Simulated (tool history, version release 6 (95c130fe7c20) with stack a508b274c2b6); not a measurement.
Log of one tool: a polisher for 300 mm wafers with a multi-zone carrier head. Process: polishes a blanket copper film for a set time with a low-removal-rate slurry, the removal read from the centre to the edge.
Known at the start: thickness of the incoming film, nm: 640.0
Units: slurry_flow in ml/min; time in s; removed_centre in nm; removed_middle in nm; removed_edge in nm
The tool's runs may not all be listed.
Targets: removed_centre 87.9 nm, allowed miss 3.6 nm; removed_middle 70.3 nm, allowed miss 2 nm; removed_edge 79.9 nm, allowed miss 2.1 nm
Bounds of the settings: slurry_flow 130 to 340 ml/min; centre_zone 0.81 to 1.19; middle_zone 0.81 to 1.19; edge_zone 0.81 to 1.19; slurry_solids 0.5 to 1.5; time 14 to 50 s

run  hour  slurry_flow  centre_zone  middle_zone  edge_zone  slurry_solids  time  removed_centre  removed_middle  removed_edge
  1     0          220            1            1          1              1    32          136.29          138.08        134.28
  2   3.5          240            1            1          1              1    32          141.52          137.32        136.13
  3   9.5          240            1         1.07          1              1    32          138.77          144.61        135.27
  4  14.4          240            1         1.02          1              1    32          139.53          139.67        134.92
  5  15.4          240            1         1.02       1.06              1    32          136.56          137.22        137.44
  6  22.7          250         1.02         0.98       1.06            0.9    28          119.41          114.88        118.91
  7  27.9          255         1.04         0.95       1.05            0.8    26          110.16          100.79         108.2
  8  29.2          250         1.05         0.92       1.02            0.7    25          105.53          92.539        98.404
  9  30.6          245         1.05         0.89       1.01           0.65    24          95.713          83.804        92.426
 10  36.7          230         1.06         0.87       0.99            0.6    24          96.455          80.827         89.67
 11  45.1          220         1.06         0.85       0.97           0.55    24          92.794          77.474         88.42
 12  46.1          215         1.06         0.84       0.94           0.55    24          96.606          76.536        86.937
 13  52.3          210         1.05         0.84       0.93           0.55    24          93.278          76.489        85.945
 14  57.9          205         1.05         0.83       0.92           0.55    24          93.604          75.643        84.942
 15  63.2          160         1.04         0.81        0.9            0.5    23          85.031          67.892        78.513
 16  69.9          165         1.04         0.81        0.9            0.5    23          83.509          67.841        79.239
 17  70.9          170         1.04         0.81        0.9            0.5    23          82.917          67.378        79.108

4 next moves are on the table. One of them brings every result within its allowed miss. Which?
  A  71.9          180         0.95         0.83       0.95            0.5    23               ?               ?             ?
  B  71.9          165         1.05         0.81       0.83            0.5    24               ?               ?             ?
  C  71.9          190         1.15         0.88       0.93           0.55    21               ?               ?             ?
  D  71.9          180         0.99         0.86       0.89           0.55    22               ?               ?             ?

move  removed_centre  removed_middle  removed_edge
   A          78.877          69.936        80.198
   B          89.386          70.883        79.823
   C            88.4          68.754        74.554
   D          80.086          70.353        76.767
A: brings the result that was furthest off to its target, and leaves another outside
B: meets every target
C: brings the result that was furthest off to its target, and leaves another outside
D: brings the result that was furthest off to its target, and leaves another outside
Move B is the one to make.
